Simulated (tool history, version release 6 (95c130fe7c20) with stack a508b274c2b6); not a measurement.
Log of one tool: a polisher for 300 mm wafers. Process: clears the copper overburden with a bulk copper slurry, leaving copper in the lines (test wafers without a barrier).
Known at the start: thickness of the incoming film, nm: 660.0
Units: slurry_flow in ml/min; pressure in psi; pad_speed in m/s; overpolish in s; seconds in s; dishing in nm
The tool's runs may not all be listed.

run	hour	slurry_flow	pressure	pad_speed	slurry_solids	overpolish	seconds	dishing
1	0	270	2.3	1.08	1	11	97.645	41.668
2	2	270	2.4	1.08	1	11	94.789	41.167
3	6.8	270	2.4	1.08	1.15	11	91.698	41.863
4	10.7	325	2.4	1.08	1.15	11	89.171	40.977
5	15	325	2.4	0.82	1.15	11	109.87	36.92
6	20.2	325	2.4	0.82	1	11	111.57	36.728
7	26.6	325	2.6	0.82	1	12	106.95	41.416
8	29.6	325	2.8	0.82	1	12	100.71	41.362

Run 9 comes next. What will it give?
9	36.5	325	3	0.82	1	13	?	?

Run 9 gave seconds 95.816 s, dishing 45.631 nm.
